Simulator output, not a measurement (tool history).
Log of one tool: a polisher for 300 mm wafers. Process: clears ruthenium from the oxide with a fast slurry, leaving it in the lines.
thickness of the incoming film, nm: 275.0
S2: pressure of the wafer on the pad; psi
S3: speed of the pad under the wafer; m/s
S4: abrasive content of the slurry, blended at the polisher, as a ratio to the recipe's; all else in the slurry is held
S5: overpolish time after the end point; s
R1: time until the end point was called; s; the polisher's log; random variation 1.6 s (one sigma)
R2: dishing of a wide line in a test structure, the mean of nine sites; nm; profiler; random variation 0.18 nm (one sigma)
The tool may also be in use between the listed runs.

run 1 day=0 | flow_of_slurry_(ml/min)=130 S2=2.5 S3=0.78 S4=1 S5=9 | R1=129.69 R2=10.443
run 2 day=0.167 | flow_of_slurry_(ml/min)=150 S2=2.5 S3=0.78 S4=1 S5=9 | R1=127.9 R2=10.643
run 3 day=0.438 | flow_of_slurry_(ml/min)=150 S2=2.5 S3=0.86 S4=1 S5=9 | R1=112.53 R2=11.465
run 4 day=0.508 | flow_of_slurry_(ml/min)=150 S2=2.5 S3=0.86 S4=1 S5=12 | R1=115.63 R2=14.347
run 5 day=0.754 | flow_of_slurry_(ml/min)=145 S2=2.4 S3=0.86 S4=1 S5=12 | R1=119.63 R2=13.656
run 6 day=1 | flow_of_slurry_(ml/min)=145 S2=2.3 S3=0.86 S4=1 S5=12 | R1=126.31 R2=13.419

The next listed run, before its measurement:
run 7 day=1.358 | flow_of_slurry_(ml/min)=145 S2=2.2 S3=0.86 S4=1 S5=12 | R1=? R2=?

R1: 130 s
R2: 12.948 nm

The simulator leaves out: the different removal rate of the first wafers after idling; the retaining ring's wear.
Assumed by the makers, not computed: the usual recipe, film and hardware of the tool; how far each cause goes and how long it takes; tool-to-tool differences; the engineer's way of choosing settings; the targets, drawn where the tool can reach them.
